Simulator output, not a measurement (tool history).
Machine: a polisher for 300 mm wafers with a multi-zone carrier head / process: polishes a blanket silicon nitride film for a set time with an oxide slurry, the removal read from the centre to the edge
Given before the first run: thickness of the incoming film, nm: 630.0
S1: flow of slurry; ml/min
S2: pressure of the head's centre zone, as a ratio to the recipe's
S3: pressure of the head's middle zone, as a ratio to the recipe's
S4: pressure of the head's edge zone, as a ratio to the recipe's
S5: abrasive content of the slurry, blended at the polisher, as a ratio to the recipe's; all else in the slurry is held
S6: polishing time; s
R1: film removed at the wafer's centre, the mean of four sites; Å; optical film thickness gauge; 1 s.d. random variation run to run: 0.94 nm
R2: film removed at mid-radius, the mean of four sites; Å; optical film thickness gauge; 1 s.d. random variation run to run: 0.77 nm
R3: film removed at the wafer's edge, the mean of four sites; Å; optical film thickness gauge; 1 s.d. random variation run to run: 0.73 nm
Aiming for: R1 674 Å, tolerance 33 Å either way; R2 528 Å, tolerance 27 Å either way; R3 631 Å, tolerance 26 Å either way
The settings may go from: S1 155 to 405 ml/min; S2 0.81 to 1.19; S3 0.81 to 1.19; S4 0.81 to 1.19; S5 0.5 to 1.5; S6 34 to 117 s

run  hour   S1    S2    S3    S4    S5  S6      R1      R2      R3
  1     0  260     1     1     1     1  75  465.75  477.73  454.62
  2     7  260  1.02  0.97  1.02  1.05  75  478.62  469.93  471.62
  3  13.8  260  1.05  0.97  1.02  1.05  75  480.86  470.36  462.62
  4  22.1  260  1.05  1.05  1.02  1.05  75  497.18  476.32  464.88
  5  25.6  325  1.05  1.05  1.02  1.05  75  508.29  499.76   473.1
  6  30.8  280  1.05  1.05  1.02  1.05  75  499.12  494.46  473.54
  7  31.3  255  1.14  0.95  1.12   1.3  78  603.54  514.36  556.45
  8  36.2  255  1.15  0.94  1.13  1.35  78   621.8  515.71  571.31
  9  39.4  255  1.15  0.93  1.14  1.35  78  626.41  503.18  570.43
 10  40.8  255  1.15  0.93  1.15  1.35  78  617.23  495.44  574.07
 11  46.6  255  1.15  0.93  1.16  1.35  78  626.18  504.08  563.47
 12  55.2  255  1.15  0.92  1.16  1.35  78  614.05  500.48   569.2
 13  59.3  255  1.15  0.91  1.16  1.35  78  613.61  497.67  576.46
 14  64.4  260  1.16   0.9  1.17  1.45  79  655.69  507.22  610.06

Below are 4 possible settings for the next run. Only one of them brings all results inside the allowed miss of their targets. Which is it?
  A  69.5  275  1.19  0.86  1.18   1.5  76   ?   ?   ?
  B  69.5  290  1.19  0.83  1.19   1.5  77   ?   ?   ?
  C  69.5  285  1.14  0.91  1.04  1.35  82   ?   ?   ?
  D  69.5  275  1.13  0.89  1.16   1.3  85   ?   ?   ?

move      R1      R2      R3
   A  668.05  482.36  593.06
   B  680.91  477.33  606.34
   C  668.84  528.23  580.11
   D   675.1  528.33  625.38
A: misses by more than the last run did
B: gets the furthest-off result to its target, but another result is out of tolerance
C: misses by more than the last run did
D: every result within its allowed miss
Go with D: it meets all targets.

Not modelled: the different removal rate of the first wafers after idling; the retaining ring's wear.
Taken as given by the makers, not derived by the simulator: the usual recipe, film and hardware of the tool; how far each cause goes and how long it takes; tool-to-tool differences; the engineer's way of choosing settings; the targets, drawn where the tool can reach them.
